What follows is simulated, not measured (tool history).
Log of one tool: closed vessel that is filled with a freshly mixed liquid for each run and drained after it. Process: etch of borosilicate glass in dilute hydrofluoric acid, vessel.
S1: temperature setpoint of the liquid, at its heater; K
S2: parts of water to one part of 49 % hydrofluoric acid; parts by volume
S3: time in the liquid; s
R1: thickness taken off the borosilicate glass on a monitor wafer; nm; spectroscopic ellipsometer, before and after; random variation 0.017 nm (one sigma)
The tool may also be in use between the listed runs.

run  hour      S1   S2  S3      R1
  1   0.0  298.15  235  30  4.2929
  2   2.4  297.15  235  30  4.1469
  3   6.7  297.15  235  30  4.1714
  4  13.3  296.15  240  30  3.8969
  5  16.7  296.15  240  30  3.9242
  6  18.1  295.65  240  30  3.8275
  7  21.4  295.15  240  30  3.7688
  8  23.8  294.65  240  30  3.7204
  9  28.4  294.15  240  30  3.6181
 10  30.3  293.65  240  30  3.5526
 11  34.1  293.65  240  30  3.5119
 12  38.2  293.15  240  30  3.4759
 13  47.1  292.65  240  30  3.4112

The next listed run, before its measurement:
 14  51.1  292.15  240  30   ?

R1: 3.3568 nm

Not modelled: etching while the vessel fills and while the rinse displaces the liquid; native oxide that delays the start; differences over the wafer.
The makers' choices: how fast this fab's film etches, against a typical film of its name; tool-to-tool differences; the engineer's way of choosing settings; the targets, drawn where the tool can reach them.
